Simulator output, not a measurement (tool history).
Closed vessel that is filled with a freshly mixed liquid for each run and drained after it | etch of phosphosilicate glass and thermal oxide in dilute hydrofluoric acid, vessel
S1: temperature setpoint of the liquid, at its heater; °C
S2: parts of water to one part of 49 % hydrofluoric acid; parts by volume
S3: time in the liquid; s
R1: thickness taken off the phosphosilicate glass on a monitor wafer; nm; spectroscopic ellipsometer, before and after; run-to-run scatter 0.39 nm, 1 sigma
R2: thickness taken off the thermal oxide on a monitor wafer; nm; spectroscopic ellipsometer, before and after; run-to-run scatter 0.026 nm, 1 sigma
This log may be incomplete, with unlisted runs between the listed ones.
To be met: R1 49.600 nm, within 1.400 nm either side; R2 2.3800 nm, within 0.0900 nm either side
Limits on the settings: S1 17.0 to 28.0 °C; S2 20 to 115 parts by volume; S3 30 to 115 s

{"run": 1, "day": 0.0, "S1": 20.0, "S2": 65, "S3": 60, "R1": 80.029, "R2": 3.8501}
{"run": 2, "day": 0.171, "S1": 19.5, "S2": 70, "S3": 60, "R1": 72.932, "R2": 3.4187}
{"run": 3, "day": 0.554, "S1": 19.5, "S2": 55, "S3": 60, "R1": 94.302, "R2": 4.4862}
{"run": 4, "day": 0.875, "S1": 19.0, "S2": 60, "S3": 60, "R1": 83.263, "R2": 4.0305}
{"run": 5, "day": 1.021, "S1": 19.0, "S2": 50, "S3": 60, "R1": 102.31, "R2": 4.8627}
{"run": 6, "day": 1.146, "S1": 19.0, "S2": 30, "S3": 60, "R1": 173.79, "R2": 8.2618}
{"run": 7, "day": 1.346, "S1": 18.5, "S2": 40, "S3": 60, "R1": 125.94, "R2": 6.0719}
{"run": 8, "day": 1.512, "S1": 18.0, "S2": 45, "S3": 60, "R1": 108.07, "R2": 5.1491}
{"run": 9, "day": 1.712, "S1": 18.0, "S2": 50, "S3": 60, "R1": 98.093, "R2": 4.5975}
{"run": 10, "day": 1.842, "S1": 18.0, "S2": 55, "S3": 60, "R1": 87.422, "R2": 4.1318}
{"run": 11, "day": 1.971, "S1": 18.0, "S2": 55, "S3": 60, "R1": 88.773, "R2": 4.258}
{"run": 12, "day": 2.246, "S1": 18.0, "S2": 60, "S3": 60, "R1": 80.134, "R2": 3.8318}
{"run": 13, "day": 2.367, "S1": 17.0, "S2": 85, "S3": 60, "R1": 52.663, "R2": 2.5671}

Next run, 4 choices. One meets every target within its allowed miss, the rest don't. Which?
{"run": "A", "day": 2.488, "S1": 20.0, "S2": 75, "S3": 40, "R1": "?", "R2": "?"}
{"run": "B", "day": 2.488, "S1": 22.5, "S2": 80, "S3": 45, "R1": "?", "R2": "?"}
{"run": "C", "day": 2.488, "S1": 17.0, "S2": 90, "S3": 60, "R1": "?", "R2": "?"}
{"run": "D", "day": 2.488, "S1": 17.0, "S2": 90, "S3": 55, "R1": "?", "R2": "?"}

move=A R1=45.651 R2=2.2082
move=B R1=53.059 R2=2.5666
move=C R1=49.466 R2=2.3928
move=D R1=45.344 R2=2.1934
A: carries the result that was furthest off beyond its target, to the other side
B: further off than the last run
C: in spec on every target
D: carries the result that was furthest off beyond its target, to the other side
C is the move that brings every result within its allowed miss.

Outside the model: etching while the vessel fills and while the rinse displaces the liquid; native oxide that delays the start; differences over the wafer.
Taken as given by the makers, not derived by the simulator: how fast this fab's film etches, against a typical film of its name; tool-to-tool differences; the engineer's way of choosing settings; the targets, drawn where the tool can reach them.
